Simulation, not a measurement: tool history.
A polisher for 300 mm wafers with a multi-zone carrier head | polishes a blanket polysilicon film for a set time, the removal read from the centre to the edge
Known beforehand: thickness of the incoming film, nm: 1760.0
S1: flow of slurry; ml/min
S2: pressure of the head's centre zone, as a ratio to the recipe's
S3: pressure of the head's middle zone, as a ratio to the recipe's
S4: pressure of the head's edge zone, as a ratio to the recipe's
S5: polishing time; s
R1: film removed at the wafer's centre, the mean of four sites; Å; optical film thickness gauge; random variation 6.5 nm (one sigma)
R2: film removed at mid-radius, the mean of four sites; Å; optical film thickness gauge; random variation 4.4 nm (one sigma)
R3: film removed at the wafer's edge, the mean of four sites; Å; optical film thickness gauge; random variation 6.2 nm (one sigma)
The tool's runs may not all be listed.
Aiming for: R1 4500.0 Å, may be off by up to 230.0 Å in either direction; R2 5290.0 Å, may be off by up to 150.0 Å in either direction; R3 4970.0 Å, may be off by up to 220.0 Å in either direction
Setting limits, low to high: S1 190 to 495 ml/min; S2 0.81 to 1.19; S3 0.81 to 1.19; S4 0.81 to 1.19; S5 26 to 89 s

| run | hour | S1 | S2 | S3 | S4 | S5 | R1 | R2 | R3 |
|---|---|---|---|---|---|---|---|---|---|
| 1 | 0.0 | 320 | 1.00 | 1.00 | 1.00 | 57 | 3822.4 | 3851.3 | 3692.5 |
| 2 | 3.1 | 320 | 0.99 | 1.02 | 1.03 | 60 | 3999.0 | 4135.5 | 3973.1 |
| 3 | 10.0 | 320 | 0.99 | 1.02 | 1.03 | 50 | 3290.3 | 3391.3 | 3289.3 |
| 4 | 18.7 | 320 | 0.99 | 1.07 | 1.03 | 50 | 3256.3 | 3501.4 | 3332.5 |
| 5 | 25.8 | 320 | 0.99 | 1.02 | 1.03 | 50 | 3288.2 | 3427.9 | 3260.8 |
| 6 | 27.3 | 245 | 0.99 | 1.02 | 1.03 | 50 | 3164.1 | 3278.3 | 3236.8 |
|  | 30.9 | edge zone pressure recalibrated |
| 7 | 30.9 | 245 | 0.99 | 1.02 | 1.03 | 50 | 3140.3 | 3306.2 | 3380.5 |
| 8 | 36.3 | 250 | 0.99 | 1.05 | 1.03 | 55 | 3499.6 | 3784.1 | 3671.9 |
| 9 | 45.1 | 240 | 1.00 | 1.08 | 1.05 | 58 | 3764.1 | 3913.3 | 4021.2 |

Pick the move, out of 4, that brings all results within their allowed miss; only one does.
| A | 53.9 | 335 | 0.94 | 1.10 | 1.02 | 78 | ? | ? | ? |
| B | 53.9 | 310 | 1.02 | 1.11 | 0.98 | 78 | ? | ? | ? |
| C | 53.9 | 320 | 1.19 | 1.05 | 1.04 | 61 | ? | ? | ? |
| D | 53.9 | 335 | 0.91 | 1.06 | 0.97 | 75 | ? | ? | ? |

| move | R1 | R2 | R3 |
|---|---|---|---|
| A | 4991.0 | 5647.9 | 5439.4 |
| B | 5335.5 | 5638.8 | 5303.5 |
| C | 4830.4 | 4251.1 | 4282.2 |
| D | 4657.5 | 5292.6 | 5107.2 |
A: the result that was furthest off in the last run now lies on the other side of its target
B: the result that was furthest off in the last run now lies on the other side of its target
C: closer than the last run, but not yet in spec
D: each result inside its tolerance
D is the move that brings every result within its allowed miss.
